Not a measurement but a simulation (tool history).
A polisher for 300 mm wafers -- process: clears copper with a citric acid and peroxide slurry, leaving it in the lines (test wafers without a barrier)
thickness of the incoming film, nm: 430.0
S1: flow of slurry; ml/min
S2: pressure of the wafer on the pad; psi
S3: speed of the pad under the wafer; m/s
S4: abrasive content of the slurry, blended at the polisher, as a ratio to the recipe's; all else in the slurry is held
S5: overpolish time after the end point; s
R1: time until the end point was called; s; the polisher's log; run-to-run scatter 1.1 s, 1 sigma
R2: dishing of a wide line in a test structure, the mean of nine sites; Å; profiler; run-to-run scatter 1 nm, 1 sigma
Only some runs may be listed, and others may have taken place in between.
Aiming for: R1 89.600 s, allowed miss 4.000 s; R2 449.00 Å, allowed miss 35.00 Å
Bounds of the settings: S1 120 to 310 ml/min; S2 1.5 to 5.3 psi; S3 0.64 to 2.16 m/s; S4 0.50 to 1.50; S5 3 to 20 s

run,hour,S1,S2,S3,S4,S5,R1,R2
1,0.0,200,3.4,1.40,1.00,10,150.040,207.32
2,0.9,200,4.0,1.42,1.00,11,127.940,263.98
3,6.3,200,4.0,1.20,1.00,11,146.760,229.72
4,10.7,245,4.0,1.20,1.00,11,141.390,241.06
5,12.2,245,4.0,1.20,1.00,7,146.000,152.76
6,13.3,285,4.0,1.20,1.00,7,143.130,160.68
7,13.9,285,4.2,1.32,1.00,9,124.960,222.20
8,21.0,285,4.4,1.40,1.00,10,112.200,271.76
9,22.4,285,4.6,1.44,1.00,11,102.890,321.12
10,25.3,285,4.7,1.44,1.00,12,100.900,351.92
11,34.0,285,4.7,1.44,1.00,12,102.380,354.63
# hour 41.5: slurry blender recalibrated
12,41.5,285,4.9,1.44,1.00,12,93.197,385.45

Next run, 5 choices. One meets every target within its allowed miss, the rest don't. Which?
A,49.0,240,4.6,1.50,0.90,18,?,?
B,49.0,290,5.0,1.46,0.95,14,?,?
C,49.0,285,5.1,1.44,0.95,10,?,?
D,49.0,220,5.3,1.38,1.05,11,?,?
E,49.0,280,5.1,1.56,1.00,10,?,?

move,R1,R2
A,96.801,522.38
B,88.887,454.79
C,88.471,338.91
D,89.818,364.75
E,81.466,365.05
A: takes the result that was furthest off past its target
B: all results land within tolerance of their targets
C: the biggest miss grows against the last run
D: the biggest miss grows against the last run
E: the biggest miss grows against the last run
Go with B: it meets all targets.
